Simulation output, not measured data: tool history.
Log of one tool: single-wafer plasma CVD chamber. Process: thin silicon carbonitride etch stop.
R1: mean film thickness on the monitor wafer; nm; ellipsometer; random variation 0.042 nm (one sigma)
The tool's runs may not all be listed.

run 1 hour=0 | RF_power_(kW)=0.22 deposition_time_(s)=11.8 | R1=6.7805
run 2 hour=2.1 | RF_power_(kW)=0.24 deposition_time_(s)=11.8 | R1=6.9691
run 3 hour=10.3 | RF_power_(kW)=0.24 deposition_time_(s)=12.6 | R1=7.3838
run 4 hour=14.6 | RF_power_(kW)=0.255 deposition_time_(s)=12.6 | R1=7.5806
run 5 hour=23.2 | RF_power_(kW)=0.27 deposition_time_(s)=12.6 | R1=7.7161
run 6 hour=27.9 | RF_power_(kW)=0.29 deposition_time_(s)=12.6 | R1=7.9188
run 7 hour=28.8 | RF_power_(kW)=0.29 deposition_time_(s)=13 | R1=8.1537

The next listed run, before its measurement:
run 8 hour=36.1 | RF_power_(kW)=0.29 deposition_time_(s)=13.3 | R1=?

Run 8 gave R1 8.4177 nm.

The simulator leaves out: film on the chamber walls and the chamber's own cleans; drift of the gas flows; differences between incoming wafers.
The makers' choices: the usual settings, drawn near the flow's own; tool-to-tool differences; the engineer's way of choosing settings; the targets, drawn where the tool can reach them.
